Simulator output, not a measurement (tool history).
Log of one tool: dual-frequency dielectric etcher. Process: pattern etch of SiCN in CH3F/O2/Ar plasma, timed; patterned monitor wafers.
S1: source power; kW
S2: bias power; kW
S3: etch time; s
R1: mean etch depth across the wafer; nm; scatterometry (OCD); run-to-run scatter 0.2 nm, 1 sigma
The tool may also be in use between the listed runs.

run	hour	S1	S2	S3	R1
1	0	0.28	0.083	101.5	36.475
2	4.8	0.26	0.081	101.5	34.845
3	11	0.26	0.081	101.5	34.826
4	13	0.25	0.08	101.5	34.041
5	21.8	0.25	0.08	101.5	34.371
6	23.2	0.25	0.08	106.5	35.433
7	23.9	0.24	0.079	106.5	35.029

What does the tool deliver on the next run?
8	27.2	0.23	0.078	106.5	?

{"run 8": {"R1": 34.012}}
